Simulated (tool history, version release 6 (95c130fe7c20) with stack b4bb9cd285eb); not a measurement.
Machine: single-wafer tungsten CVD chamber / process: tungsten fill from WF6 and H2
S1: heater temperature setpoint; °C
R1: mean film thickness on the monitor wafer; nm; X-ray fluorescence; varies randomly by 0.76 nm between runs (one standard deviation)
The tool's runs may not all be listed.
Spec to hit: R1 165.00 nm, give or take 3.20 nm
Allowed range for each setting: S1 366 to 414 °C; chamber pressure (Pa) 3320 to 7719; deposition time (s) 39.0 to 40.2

Run 1, hour 0.0: S1 390 °C, chamber pressure (Pa) 5520, deposition time (s) 39.0. Result: R1 113.67 nm.
Run 2, hour 6.3: S1 393 °C, chamber pressure (Pa) 5533, deposition time (s) 39.0. Result: R1 119.97 nm.
Run 3, hour 11.1: S1 396 °C, chamber pressure (Pa) 5546, deposition time (s) 39.0. Result: R1 126.27 nm.
Run 4, hour 19.9: S1 396 °C, chamber pressure (Pa) 5160, deposition time (s) 39.0. Result: R1 121.05 nm.
Run 5, hour 26.2: S1 399 °C, chamber pressure (Pa) 5173, deposition time (s) 39.0. Result: R1 126.18 nm.
Run 6, hour 32.0: S1 401 °C, chamber pressure (Pa) 5226, deposition time (s) 39.0. Result: R1 132.10 nm.
Run 7, hour 34.9: S1 403 °C, chamber pressure (Pa) 5240, deposition time (s) 39.0. Result: R1 136.79 nm.
Run 8, hour 43.6: S1 405 °C, chamber pressure (Pa) 5253, deposition time (s) 39.0. Result: R1 141.03 nm.
Run 9, hour 50.2: S1 406 °C, chamber pressure (Pa) 5280, deposition time (s) 39.0. Result: R1 143.72 nm.
Run 10, hour 56.6: S1 407 °C, chamber pressure (Pa) 5293, deposition time (s) 39.0. Result: R1 147.36 nm.
Run 11, hour 64.2: S1 408 °C, chamber pressure (Pa) 5293, deposition time (s) 39.0. Result: R1 149.20 nm.
Run 12, hour 68.3: S1 409 °C, chamber pressure (Pa) 5293, deposition time (s) 39.0. Result: R1 150.38 nm.

Which of these 5 next moves meets every target?
Run A, hour 72.4: S1 412 °C, chamber pressure (Pa) 4440, deposition time (s) 39.0. Result: R1 ?.
Run B, hour 72.4: S1 414 °C, chamber pressure (Pa) 4680, deposition time (s) 40.2. Result: R1 ?.
Run C, hour 72.4: S1 402 °C, chamber pressure (Pa) 5680, deposition time (s) 39.0. Result: R1 ?.
Run D, hour 72.4: S1 412 °C, chamber pressure (Pa) 5400, deposition time (s) 40.2. Result: R1 ?.
Run E, hour 72.4: S1 411 °C, chamber pressure (Pa) 3986, deposition time (s) 39.1. Result: R1 ?.

move      R1
   A  144.85
   B  158.13
   C  141.01
   D  165.41
   E  134.95
A: its largest miss is bigger than the last run's
B: nearer the targets than the last run, but a result is still out of spec
C: its largest miss is bigger than the last run's
D: each result inside its tolerance
E: its largest miss is bigger than the last run's
D meets every target.

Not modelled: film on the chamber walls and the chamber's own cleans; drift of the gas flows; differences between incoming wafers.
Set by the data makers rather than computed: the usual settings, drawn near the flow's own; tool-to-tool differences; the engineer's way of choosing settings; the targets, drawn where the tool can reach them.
